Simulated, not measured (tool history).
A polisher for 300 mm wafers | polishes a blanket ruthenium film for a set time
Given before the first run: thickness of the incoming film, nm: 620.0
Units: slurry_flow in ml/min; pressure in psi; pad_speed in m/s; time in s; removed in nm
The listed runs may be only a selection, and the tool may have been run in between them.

run	hour	slurry_flow	pressure	pad_speed	time	removed
1	0	175	1.6	1.08	35	30.726
2	6.6	175	1.6	1.08	31	27.368
3	9.3	175	1.6	1.08	35	30.862
4	12.9	175	1.5	1.08	35	28.57
5	16.3	175	1.5	1.22	35	31.314
6	24.4	175	1.5	1.08	35	29.46
7	27	175	1.4	1.06	35	26.742
8	29.3	175	1.4	1.06	35	26.867
9	37.7	175	1.3	1.06	35	25.011

Estimate the outcome of run 10 from the log above:
10	42.1	175	1.2	1.06	35	?

removed: 22.873 nm
